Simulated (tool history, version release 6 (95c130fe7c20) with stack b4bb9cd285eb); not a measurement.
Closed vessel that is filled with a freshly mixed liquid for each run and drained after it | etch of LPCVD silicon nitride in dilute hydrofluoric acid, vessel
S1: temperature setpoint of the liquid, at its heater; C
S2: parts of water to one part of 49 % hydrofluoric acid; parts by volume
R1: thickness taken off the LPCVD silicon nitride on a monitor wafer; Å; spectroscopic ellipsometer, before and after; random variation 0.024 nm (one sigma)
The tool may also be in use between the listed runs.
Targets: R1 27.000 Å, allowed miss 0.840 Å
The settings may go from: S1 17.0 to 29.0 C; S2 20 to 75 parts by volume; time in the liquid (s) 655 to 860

Run 1, hour 0.0: S1 21.0 C, S2 45 parts by volume, time in the liquid (s) 860. Result: R1 56.907 Å.
Run 2, hour 2.6: S1 21.0 C, S2 55 parts by volume, time in the liquid (s) 860. Result: R1 47.356 Å.
Run 3, hour 3.2: S1 21.0 C, S2 55 parts by volume, time in the liquid (s) 860. Result: R1 47.782 Å.
Run 4, hour 12.1: S1 20.0 C, S2 60 parts by volume, time in the liquid (s) 855. Result: R1 40.955 Å.
Run 5, hour 14.8: S1 20.0 C, S2 60 parts by volume, time in the liquid (s) 655. Result: R1 31.266 Å.
Run 6, hour 17.1: S1 23.5 C, S2 60 parts by volume, time in the liquid (s) 655. Result: R1 39.170 Å.
Run 7, hour 19.7: S1 22.0 C, S2 60 parts by volume, time in the liquid (s) 655. Result: R1 35.372 Å.
Run 8, hour 22.4: S1 21.0 C, S2 60 parts by volume, time in the liquid (s) 655. Result: R1 33.201 Å.
At hour 31.3: hydrofluoric acid flow meter replaced.
Run 9, hour 31.3: S1 20.0 C, S2 60 parts by volume, time in the liquid (s) 655. Result: R1 33.145 Å.
Run 10, hour 39.9: S1 17.0 C, S2 65 parts by volume, time in the liquid (s) 655. Result: R1 25.179 Å.
Run 11, hour 44.6: S1 17.5 C, S2 65 parts by volume, time in the liquid (s) 655. Result: R1 25.832 Å.

Which of these 4 next moves meets every target?
Run A, hour 49.3: S1 17.0 C, S2 65 parts by volume, time in the liquid (s) 655. Result: R1 ?.
Run B, hour 49.3: S1 17.0 C, S2 60 parts by volume, time in the liquid (s) 655. Result: R1 ?.
Run C, hour 49.3: S1 17.0 C, S2 70 parts by volume, time in the liquid (s) 670. Result: R1 ?.
Run D, hour 49.3: S1 17.0 C, S2 70 parts by volume, time in the liquid (s) 700. Result: R1 ?.

move      R1
   A  25.025
   B  27.044
   C  23.823
   D  24.890
A: further off than the last run
B: meets every target
C: further off than the last run
D: further off than the last run
Answer: B

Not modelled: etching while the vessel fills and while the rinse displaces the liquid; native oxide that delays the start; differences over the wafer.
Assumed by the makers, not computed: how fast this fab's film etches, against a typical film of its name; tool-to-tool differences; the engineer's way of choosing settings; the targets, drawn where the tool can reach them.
